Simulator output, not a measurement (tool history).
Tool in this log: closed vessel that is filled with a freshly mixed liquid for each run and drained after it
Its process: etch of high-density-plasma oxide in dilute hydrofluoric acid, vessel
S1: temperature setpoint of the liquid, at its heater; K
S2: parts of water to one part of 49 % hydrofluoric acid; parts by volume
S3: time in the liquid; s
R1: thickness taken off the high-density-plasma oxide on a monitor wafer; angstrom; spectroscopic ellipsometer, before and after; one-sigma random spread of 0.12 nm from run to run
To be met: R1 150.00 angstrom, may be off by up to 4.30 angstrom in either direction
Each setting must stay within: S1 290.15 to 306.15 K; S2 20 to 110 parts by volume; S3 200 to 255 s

run    day      S1  S2   S3      R1
  1  0.000  298.15  60  255  237.64
  2  0.200  296.15  65  255  201.05
  3  0.521  296.15  55  255  241.99
  4  0.654  294.65  55  255  225.91
  5  0.892  293.65  60  255  198.10
  6  1.083  290.65  60  255  176.55
  7  1.158  290.15  65  255  158.81
  8  1.508  290.15  70  255  143.56

Pick the move, out of 5, that brings all results within their allowed miss; only one does.
  A  1.858  290.65  65  240   ?
  B  1.858  290.15  70  240   ?
  C  1.858  291.65  80  255   ?
  D  1.858  293.65  80  245   ?
  E  1.858  290.15  60  210   ?

move      R1
   A  148.83
   B  134.52
   C  131.85
   D  137.72
   E  138.84
A: every result within its allowed miss
B: misses by more than the last run did
C: misses by more than the last run did
D: misses by more than the last run did
E: misses by more than the last run did
Correct choice: A, which meets every target
